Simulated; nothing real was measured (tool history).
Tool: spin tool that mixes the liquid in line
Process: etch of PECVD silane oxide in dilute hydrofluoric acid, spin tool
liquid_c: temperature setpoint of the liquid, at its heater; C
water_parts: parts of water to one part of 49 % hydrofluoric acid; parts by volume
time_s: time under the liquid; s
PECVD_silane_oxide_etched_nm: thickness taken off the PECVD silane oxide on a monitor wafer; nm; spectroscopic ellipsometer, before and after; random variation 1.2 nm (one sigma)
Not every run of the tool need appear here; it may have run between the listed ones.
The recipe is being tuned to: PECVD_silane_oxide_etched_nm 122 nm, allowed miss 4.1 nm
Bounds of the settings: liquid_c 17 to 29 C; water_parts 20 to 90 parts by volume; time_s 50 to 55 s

run	hour	liquid_c	water_parts	time_s	PECVD_silane_oxide_etched_nm
1	0	21	50	50	44.71
2	6.8	22.5	45	50	51.704
3	8.1	22.5	45	50	52.962
4	11.6	22.5	45	50	52.735
5	20.2	19.5	45	50	46.706
6	25.2	21.5	40	50	56.796
7	28.1	23	35	50	69.625
8	31.6	24	30	50	85.625
9	40	25	30	50	89.335
10	46.9	26	30	50	94.554
11	48.5	26.5	30	50	94.101
12	57.1	27	30	50	98.294
13	58.3	27.5	30	50	98.544
14	58.8	28	30	50	103.06

Of the 5 settings listed for the next run, only one would bring every result within its allowed miss of target. Which one?
A	59.3	26	25	50	?
B	59.3	28	25	50	?
C	59.3	26.5	25	50	?
D	59.3	29	30	55	?
E	59.3	28.5	30	55	?

move	PECVD_silane_oxide_etched_nm
A	111.68
B	121.26
C	114.01
D	114.87
E	112.58
A: nearer the targets than the last run, but a result is still out of spec
B: each result inside its tolerance
C: nearer the targets than the last run, but a result is still out of spec
D: nearer the targets than the last run, but a result is still out of spec
E: nearer the targets than the last run, but a result is still out of spec
Correct choice: B, which meets every target
